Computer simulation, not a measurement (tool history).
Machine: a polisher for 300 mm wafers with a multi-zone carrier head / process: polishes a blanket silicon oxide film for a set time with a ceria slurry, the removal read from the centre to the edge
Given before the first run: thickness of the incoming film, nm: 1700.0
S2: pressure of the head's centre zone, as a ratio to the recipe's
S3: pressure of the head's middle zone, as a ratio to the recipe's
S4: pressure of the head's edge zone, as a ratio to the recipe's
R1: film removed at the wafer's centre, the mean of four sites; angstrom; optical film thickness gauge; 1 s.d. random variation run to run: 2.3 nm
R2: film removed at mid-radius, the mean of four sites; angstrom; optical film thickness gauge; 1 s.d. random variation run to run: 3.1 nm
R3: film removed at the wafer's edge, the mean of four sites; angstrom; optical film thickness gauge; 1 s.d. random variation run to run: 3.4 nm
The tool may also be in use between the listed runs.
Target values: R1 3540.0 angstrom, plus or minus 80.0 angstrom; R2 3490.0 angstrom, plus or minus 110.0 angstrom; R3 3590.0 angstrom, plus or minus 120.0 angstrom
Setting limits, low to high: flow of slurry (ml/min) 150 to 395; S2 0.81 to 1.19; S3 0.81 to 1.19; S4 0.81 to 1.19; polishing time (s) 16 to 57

Run 1, hour 0.0: flow of slurry (ml/min) 250, S2 1.00, S3 1.00, S4 1.00, polishing time (s) 36. Result: R1 2289.1 angstrom, R2 2380.8 angstrom, R3 2211.5 angstrom.
Run 2, hour 6.7: flow of slurry (ml/min) 190, S2 1.00, S3 1.00, S4 1.00, polishing time (s) 36. Result: R1 2212.1 angstrom, R2 2303.4 angstrom, R3 2196.7 angstrom.
Run 3, hour 15.1: flow of slurry (ml/min) 190, S2 1.00, S3 1.08, S4 1.00, polishing time (s) 36. Result: R1 2215.7 angstrom, R2 2468.2 angstrom, R3 2215.9 angstrom.
Run 4, hour 19.0: flow of slurry (ml/min) 190, S2 1.00, S3 1.05, S4 1.00, polishing time (s) 36. Result: R1 2236.0 angstrom, R2 2384.9 angstrom, R3 2182.1 angstrom.
Run 5, hour 21.4: flow of slurry (ml/min) 190, S2 1.00, S3 1.05, S4 0.92, polishing time (s) 36. Result: R1 2221.7 angstrom, R2 2412.4 angstrom, R3 2103.7 angstrom.
Run 6, hour 23.3: flow of slurry (ml/min) 190, S2 1.00, S3 1.05, S4 0.92, polishing time (s) 30. Result: R1 1855.0 angstrom, R2 2009.8 angstrom, R3 1739.8 angstrom.
Run 7, hour 24.2: flow of slurry (ml/min) 175, S2 1.03, S3 1.06, S4 1.00, polishing time (s) 36. Result: R1 2257.6 angstrom, R2 2416.3 angstrom, R3 2151.0 angstrom.
Run 8, hour 30.7: flow of slurry (ml/min) 200, S2 1.04, S3 1.04, S4 1.06, polishing time (s) 41. Result: R1 2626.3 angstrom, R2 2728.0 angstrom, R3 2593.8 angstrom.
Run 9, hour 36.8: flow of slurry (ml/min) 200, S2 1.04, S3 1.04, S4 1.06, polishing time (s) 41. Result: R1 2639.8 angstrom, R2 2708.8 angstrom, R3 2543.5 angstrom.
Run 10, hour 38.3: flow of slurry (ml/min) 205, S2 1.04, S3 1.03, S4 1.10, polishing time (s) 45. Result: R1 2912.1 angstrom, R2 2939.7 angstrom, R3 2844.4 angstrom.
Run 11, hour 43.7: flow of slurry (ml/min) 210, S2 1.04, S3 1.02, S4 1.13, polishing time (s) 48. Result: R1 3126.8 angstrom, R2 3206.5 angstrom, R3 3122.5 angstrom.
Run 12, hour 46.3: flow of slurry (ml/min) 225, S2 1.04, S3 1.00, S4 1.15, polishing time (s) 49. Result: R1 3233.6 angstrom, R2 3196.4 angstrom, R3 3274.2 angstrom.
Run 13, hour 51.0: flow of slurry (ml/min) 250, S2 1.04, S3 1.01, S4 1.16, polishing time (s) 50. Result: R1 3290.8 angstrom, R2 3309.4 angstrom, R3 3278.0 angstrom.
Run 14, hour 59.6: flow of slurry (ml/min) 240, S2 1.04, S3 1.01, S4 1.17, polishing time (s) 51. Result: R1 3325.0 angstrom, R2 3370.3 angstrom, R3 3409.4 angstrom.
Run 15, hour 66.4: flow of slurry (ml/min) 240, S2 1.05, S3 1.01, S4 1.18, polishing time (s) 52. Result: R1 3438.8 angstrom, R2 3454.9 angstrom, R3 3509.4 angstrom.

Which of these 5 next moves meets every target?
Run A, hour 73.2: flow of slurry (ml/min) 200, S2 0.94, S3 0.93, S4 1.19, polishing time (s) 55. Result: R1 ?, R2 ?, R3 ?.
Run B, hour 73.2: flow of slurry (ml/min) 175, S2 0.98, S3 0.97, S4 1.07, polishing time (s) 56. Result: R1 ?, R2 ?, R3 ?.
Run C, hour 73.2: flow of slurry (ml/min) 265, S2 1.00, S3 1.03, S4 1.19, polishing time (s) 52. Result: R1 ?, R2 ?, R3 ?.
Run D, hour 73.2: flow of slurry (ml/min) 220, S2 1.05, S3 1.05, S4 1.10, polishing time (s) 52. Result: R1 ?, R2 ?, R3 ?.
Run E, hour 73.2: flow of slurry (ml/min) 285, S2 1.03, S3 0.98, S4 1.17, polishing time (s) 53. Result: R1 ?, R2 ?, R3 ?.

move      R1      R2      R3
   A  3161.3  3357.9  3624.3
   B  3309.3  3495.7  3466.3
   C  3274.4  3546.9  3487.5
   D  3377.8  3546.4  3312.2
   E  3460.1  3486.7  3542.8
A: moves away from the targets compared with the last run
B: moves away from the targets compared with the last run
C: moves away from the targets compared with the last run
D: moves away from the targets compared with the last run
E: every result within its allowed miss
Correct choice: E, which meets every target
